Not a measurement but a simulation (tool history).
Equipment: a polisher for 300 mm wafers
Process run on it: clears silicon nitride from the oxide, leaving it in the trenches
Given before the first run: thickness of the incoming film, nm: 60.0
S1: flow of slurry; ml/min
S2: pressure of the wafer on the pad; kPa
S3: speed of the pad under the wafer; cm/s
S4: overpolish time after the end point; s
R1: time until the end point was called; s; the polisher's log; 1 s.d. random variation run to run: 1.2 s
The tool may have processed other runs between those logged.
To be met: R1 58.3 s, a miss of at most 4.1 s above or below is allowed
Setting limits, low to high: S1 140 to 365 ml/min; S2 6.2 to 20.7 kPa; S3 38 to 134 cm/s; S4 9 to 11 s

Run 1, hour 0: S1 235 ml/min, S2 13.1 kPa, S3 86 cm/s, S4 11 s. Result: R1 103.71 s.
Run 2, hour 5.2: S1 235 ml/min, S2 13.8 kPa, S3 86 cm/s, S4 11 s. Result: R1 94.159 s.
Run 3, hour 12.7: S1 235 ml/min, S2 14.5 kPa, S3 86 cm/s, S4 11 s. Result: R1 93.961 s.
Run 4, hour 14: S1 235 ml/min, S2 15.2 kPa, S3 88 cm/s, S4 11 s. Result: R1 86.32 s.
Run 5, hour 15: S1 235 ml/min, S2 11.7 kPa, S3 88 cm/s, S4 11 s. Result: R1 114.62 s.
Run 6, hour 21.7: S1 235 ml/min, S2 12.4 kPa, S3 88 cm/s, S4 11 s. Result: R1 104.12 s.
Run 7, hour 24.3: S1 235 ml/min, S2 13.1 kPa, S3 90 cm/s, S4 11 s. Result: R1 99.445 s.
Run 8, hour 31.5: S1 235 ml/min, S2 13.8 kPa, S3 90 cm/s, S4 11 s. Result: R1 93.263 s.
Run 9, hour 34.8: S1 235 ml/min, S2 13.8 kPa, S3 90 cm/s, S4 11 s. Result: R1 91.93 s.
Run 10, hour 38.2: S1 235 ml/min, S2 13.8 kPa, S3 90 cm/s, S4 11 s. Result: R1 91.92 s.
Run 11, hour 39.2: S1 235 ml/min, S2 14.5 kPa, S3 90 cm/s, S4 11 s. Result: R1 89.756 s.
Run 12, hour 45.4: S1 235 ml/min, S2 15.2 kPa, S3 90 cm/s, S4 11 s. Result: R1 85.097 s.
Run 13, hour 50.3: S1 235 ml/min, S2 15.9 kPa, S3 90 cm/s, S4 11 s. Result: R1 84.034 s.
Run 14, hour 57: S1 235 ml/min, S2 16.5 kPa, S3 92 cm/s, S4 11 s. Result: R1 76.214 s.
Run 15, hour 58.8: S1 235 ml/min, S2 17.2 kPa, S3 92 cm/s, S4 11 s. Result: R1 72.628 s.
Run 16, hour 62.2: S1 235 ml/min, S2 17.9 kPa, S3 92 cm/s, S4 11 s. Result: R1 72.247 s.

Which one of the following 5 next-run settings gets every result inside its allowed miss? There is exactly one.
Run A, hour 65.6: S1 220 ml/min, S2 19.3 kPa, S3 130 cm/s, S4 11 s. Result: R1 ?.
Run B, hour 65.6: S1 240 ml/min, S2 20.7 kPa, S3 116 cm/s, S4 9 s. Result: R1 ?.
Run C, hour 65.6: S1 260 ml/min, S2 19.3 kPa, S3 92 cm/s, S4 11 s. Result: R1 ?.
Run D, hour 65.6: S1 250 ml/min, S2 19.3 kPa, S3 104 cm/s, S4 9 s. Result: R1 ?.
Run E, hour 65.6: S1 230 ml/min, S2 19.3 kPa, S3 90 cm/s, S4 9 s. Result: R1 ?.

move      R1
   A   49.48
   B   51.37
   C  67.951
   D  60.573
   E  70.432
A: carries the result that was furthest off beyond its target, to the other side
B: carries the result that was furthest off beyond its target, to the other side
C: better than the last run, though not everything is in spec
D: meets every target
E: better than the last run, though not everything is in spec
D meets every target.
